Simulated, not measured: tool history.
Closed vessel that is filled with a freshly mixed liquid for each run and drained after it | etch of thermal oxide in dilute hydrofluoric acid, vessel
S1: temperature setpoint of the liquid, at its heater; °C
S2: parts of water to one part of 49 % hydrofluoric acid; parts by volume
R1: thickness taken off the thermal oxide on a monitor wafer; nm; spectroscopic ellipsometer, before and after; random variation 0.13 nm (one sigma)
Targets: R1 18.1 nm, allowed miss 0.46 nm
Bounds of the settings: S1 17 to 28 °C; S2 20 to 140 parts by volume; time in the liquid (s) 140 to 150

Run 1, day 0: S1 20 °C, S2 75 parts by volume, time in the liquid (s) 140. Result: R1 7.4037 nm.
Run 2, day 0.342: S1 21.5 °C, S2 65 parts by volume, time in the liquid (s) 140. Result: R1 9.3582 nm.
Run 3, day 0.679: S1 21.5 °C, S2 75 parts by volume, time in the liquid (s) 140. Result: R1 8.0228 nm.
Run 4, day 1.008: S1 21.5 °C, S2 90 parts by volume, time in the liquid (s) 140. Result: R1 6.6048 nm.
Run 5, day 1.329: S1 23 °C, S2 90 parts by volume, time in the liquid (s) 140. Result: R1 6.9968 nm.
Run 6, day 1.35: S1 23 °C, S2 115 parts by volume, time in the liquid (s) 140. Result: R1 5.3002 nm.
Run 7, day 1.512: S1 24 °C, S2 95 parts by volume, time in the liquid (s) 140. Result: R1 6.7753 nm.
Run 8, day 1.583: S1 25 °C, S2 80 parts by volume, time in the liquid (s) 140. Result: R1 8.7326 nm.
Run 9, day 1.775: S1 25.5 °C, S2 70 parts by volume, time in the liquid (s) 140. Result: R1 10.217 nm.
Run 10, day 2.138: S1 28 °C, S2 40 parts by volume, time in the liquid (s) 140. Result: R1 20.683 nm.
Run 11, day 2.417: S1 27.5 °C, S2 40 parts by volume, time in the liquid (s) 140. Result: R1 20.087 nm.
Run 12, day 2.6: S1 27 °C, S2 40 parts by volume, time in the liquid (s) 140. Result: R1 19.78 nm.

Which of these 4 next moves meets every target?
Run A, day 2.783: S1 26.5 °C, S2 35 parts by volume, time in the liquid (s) 140. Result: R1 ?.
Run B, day 2.783: S1 28 °C, S2 45 parts by volume, time in the liquid (s) 150. Result: R1 ?.
Run C, day 2.783: S1 23.5 °C, S2 40 parts by volume, time in the liquid (s) 150. Result: R1 ?.
Run D, day 2.783: S1 26 °C, S2 35 parts by volume, time in the liquid (s) 140. Result: R1 ?.

move      R1
   A  22.066
   B  19.257
   C  18.153
   D  21.618
A: further off than the last run
B: nearer than the last run, and not there yet
C: meets every target
D: further off than the last run
Move C is the one to make.
